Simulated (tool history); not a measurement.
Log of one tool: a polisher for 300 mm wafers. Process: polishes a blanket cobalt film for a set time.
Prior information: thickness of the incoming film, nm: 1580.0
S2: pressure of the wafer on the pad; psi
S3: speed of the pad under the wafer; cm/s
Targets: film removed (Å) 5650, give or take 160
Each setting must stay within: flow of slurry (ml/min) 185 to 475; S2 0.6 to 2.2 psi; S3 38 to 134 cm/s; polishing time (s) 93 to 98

{"run": 1, "day": 0.0, "flow of slurry (ml/min)": 305, "S2": 1.4, "S3": 86, "polishing time (s)": 93, "film removed (Å)": 3118.7}
{"run": 2, "day": 0.312, "flow of slurry (ml/min)": 305, "S2": 1.2, "S3": 86, "polishing time (s)": 93, "film removed (Å)": 2709.2}
{"run": 3, "day": 0.612, "flow of slurry (ml/min)": 305, "S2": 1.2, "S3": 86, "polishing time (s)": 98, "film removed (Å)": 2883.3}
{"run": 4, "day": 0.771, "flow of slurry (ml/min)": 305, "S2": 1.4, "S3": 86, "polishing time (s)": 98, "film removed (Å)": 3321.4}
{"run": 5, "day": 1.062, "flow of slurry (ml/min)": 305, "S2": 1.6, "S3": 86, "polishing time (s)": 98, "film removed (Å)": 3783.6}
{"run": 6, "day": 1.421, "flow of slurry (ml/min)": 365, "S2": 1.6, "S3": 86, "polishing time (s)": 98, "film removed (Å)": 3896.2}
{"run": 7, "day": 1.446, "flow of slurry (ml/min)": 370, "S2": 1.7, "S3": 86, "polishing time (s)": 98, "film removed (Å)": 4064.7}
{"run": 8, "day": 1.554, "flow of slurry (ml/min)": 370, "S2": 1.8, "S3": 86, "polishing time (s)": 98, "film removed (Å)": 4307.6}
{"run": 9, "day": 1.583, "flow of slurry (ml/min)": 370, "S2": 1.9, "S3": 86, "polishing time (s)": 98, "film removed (Å)": 4643.5}
{"run": 10, "day": 1.783, "flow of slurry (ml/min)": 370, "S2": 2, "S3": 86, "polishing time (s)": 98, "film removed (Å)": 4731.4}
{"run": 11, "day": 1.896, "flow of slurry (ml/min)": 380, "S2": 2, "S3": 88, "polishing time (s)": 98, "film removed (Å)": 4836.7}

5 next moves are on the table. One of them brings every result within its allowed miss. Which?
{"run": "A", "day": 2.008, "flow of slurry (ml/min)": 300, "S2": 1.6, "S3": 134, "polishing time (s)": 98, "film removed (Å)": "?"}
{"run": "B", "day": 2.008, "flow of slurry (ml/min)": 335, "S2": 1.9, "S3": 82, "polishing time (s)": 98, "film removed (Å)": "?"}
{"run": "C", "day": 2.008, "flow of slurry (ml/min)": 245, "S2": 2.2, "S3": 68, "polishing time (s)": 98, "film removed (Å)": "?"}
{"run": "D", "day": 2.008, "flow of slurry (ml/min)": 325, "S2": 1.8, "S3": 94, "polishing time (s)": 95, "film removed (Å)": "?"}
{"run": "E", "day": 2.008, "flow of slurry (ml/min)": 450, "S2": 2.2, "S3": 70, "polishing time (s)": 98, "film removed (Å)": "?"}

move=A film_removed_(Å)=5690.9
move=B film_removed_(Å)=4304.2
move=C film_removed_(Å)=4012.4
move=D film_removed_(Å)=4475.8
move=E film_removed_(Å)=4428
A: all results in spec
B: further off than the last run
C: further off than the last run
D: further off than the last run
E: further off than the last run
The move that meets every target is A.

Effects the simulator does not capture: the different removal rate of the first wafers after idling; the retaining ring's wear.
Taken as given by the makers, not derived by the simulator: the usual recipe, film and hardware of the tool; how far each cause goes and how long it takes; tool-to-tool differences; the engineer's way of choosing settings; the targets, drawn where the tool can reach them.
